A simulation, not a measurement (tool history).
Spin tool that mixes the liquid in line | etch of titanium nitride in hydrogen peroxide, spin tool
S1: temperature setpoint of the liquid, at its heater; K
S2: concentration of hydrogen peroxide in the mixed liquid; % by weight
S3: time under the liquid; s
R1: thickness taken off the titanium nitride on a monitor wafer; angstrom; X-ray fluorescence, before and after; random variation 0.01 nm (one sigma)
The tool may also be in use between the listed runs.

run	hour	S1	S2	S3	R1
1	0	328.15	19.5	70	59.69
2	2.5	328.15	15.5	70	57.116
3	11.6	325.65	15.5	70	48.059
4	12.7	325.65	15.5	70	48.117
5	19.1	323.65	15.5	70	41.664
6	27.6	322.15	15.5	70	37.237

Forecast run 7:
7	36.5	321.15	15.5	70	?

{"run 7": {"R1": 35.001}}
